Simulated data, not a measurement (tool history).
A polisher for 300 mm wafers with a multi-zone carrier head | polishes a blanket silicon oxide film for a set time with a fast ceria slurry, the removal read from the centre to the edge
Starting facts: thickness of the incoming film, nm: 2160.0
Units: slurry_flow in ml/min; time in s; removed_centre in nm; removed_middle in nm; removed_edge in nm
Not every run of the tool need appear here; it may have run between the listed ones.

run  hour  slurry_flow  centre_zone  middle_zone  edge_zone  time  removed_centre  removed_middle  removed_edge
  1   0.0          195         1.00         1.00       1.00    30          448.31          455.97        454.59
  2   4.2          230         1.00         1.00       1.00    30          456.04          465.64        449.97
  3   9.2          230         1.00         0.95       1.00    30          463.42          435.14        454.99
  4  13.7          225         0.98         0.96       0.99    29          430.64          426.22        440.37
  5  19.4          205         0.98         0.96       0.99    29          427.48          421.42        442.22
  6  20.0          205         0.98         1.03       0.99    29          426.39          441.48        426.43
  7  26.1          200         0.96         1.04       0.99    28          405.64          425.66        418.55
  8  27.9          195         0.94         1.06       0.99    27          374.30          429.37        402.66

Forecast run 9:
  9  35.0          195         0.93         1.06       0.98    26               ?               ?             ?

For run 9 the tool returned removed_centre 361.42 nm, removed_middle 418.09 nm, removed_edge 393.54 nm.
